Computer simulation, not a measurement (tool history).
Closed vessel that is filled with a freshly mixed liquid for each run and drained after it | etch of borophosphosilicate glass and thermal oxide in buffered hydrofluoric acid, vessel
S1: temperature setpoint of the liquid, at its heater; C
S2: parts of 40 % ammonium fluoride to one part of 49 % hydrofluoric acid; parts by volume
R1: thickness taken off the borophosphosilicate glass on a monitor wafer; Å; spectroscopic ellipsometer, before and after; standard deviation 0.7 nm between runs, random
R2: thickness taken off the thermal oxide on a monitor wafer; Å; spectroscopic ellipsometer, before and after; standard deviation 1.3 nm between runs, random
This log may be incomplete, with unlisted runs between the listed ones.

Run 1, hour 0: S1 22 C, S2 7.5 parts by volume, time in the liquid (s) 60. Result: R1 1173.7 Å, R2 863.56 Å.
Run 2, hour 7: S1 22 C, S2 6.5 parts by volume, time in the liquid (s) 60. Result: R1 1340 Å, R2 992.6 Å.
Run 3, hour 10.6: S1 21 C, S2 6.5 parts by volume, time in the liquid (s) 60. Result: R1 1271.2 Å, R2 943.72 Å.
Run 4, hour 12.6: S1 24.5 C, S2 6.5 parts by volume, time in the liquid (s) 60. Result: R1 1543.7 Å, R2 1134.8 Å.
Run 5, hour 19.8: S1 24.5 C, S2 5 parts by volume, time in the liquid (s) 60. Result: R1 1930.9 Å, R2 1433.1 Å.
Run 6, hour 25.7: S1 25 C, S2 5 parts by volume, time in the liquid (s) 60. Result: R1 1987 Å, R2 1467.9 Å.

Estimate the outcome of run 7 from the log above:
Run 7, hour 32.7: S1 25.5 C, S2 5 parts by volume, time in the liquid (s) 60. Result: R1 ?, R2 ?.

R1: 2038 Å
R2: 1504.1 Å
